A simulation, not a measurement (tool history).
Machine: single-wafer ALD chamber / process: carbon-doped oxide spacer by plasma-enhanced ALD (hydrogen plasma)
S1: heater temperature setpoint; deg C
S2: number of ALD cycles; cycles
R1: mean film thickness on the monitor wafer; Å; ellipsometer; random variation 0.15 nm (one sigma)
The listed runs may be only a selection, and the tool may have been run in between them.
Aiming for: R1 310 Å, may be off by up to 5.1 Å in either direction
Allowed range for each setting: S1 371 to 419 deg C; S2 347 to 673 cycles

| run | day | S1 | S2 | R1 |
|---|---|---|---|---|
| 1 | 0 | 395 | 510 | 255.07 |
| 2 | 0.071 | 395 | 449 | 223.35 |
| 3 | 0.371 | 401 | 449 | 224.23 |
| 4 | 0.629 | 396 | 449 | 227.64 |
| 5 | 0.7 | 403 | 449 | 223.12 |
| 6 | 1.05 | 403 | 376 | 185.67 |
| 7 | 1.288 | 402 | 419 | 206.8 |
| 8 | 1.554 | 401 | 454 | 226.57 |

Exactly one of the 5 candidate moves below puts every result within its allowed miss. Which one?
| A | 1.821 | 410 | 661 | ? |
| B | 1.821 | 399 | 390 | ? |
| C | 1.821 | 397 | 614 | ? |
| D | 1.821 | 401 | 666 | ? |
| E | 1.821 | 397 | 355 | ? |

| move | R1 |
|---|---|
| A | 320.4 |
| B | 196.16 |
| C | 308.83 |
| D | 333.13 |
| E | 178.56 |
A: pushes the last run's worst result past its target
B: further off than the last run
C: every result within its allowed miss
D: pushes the last run's worst result past its target
E: further off than the last run
Correct choice: C, which meets every target

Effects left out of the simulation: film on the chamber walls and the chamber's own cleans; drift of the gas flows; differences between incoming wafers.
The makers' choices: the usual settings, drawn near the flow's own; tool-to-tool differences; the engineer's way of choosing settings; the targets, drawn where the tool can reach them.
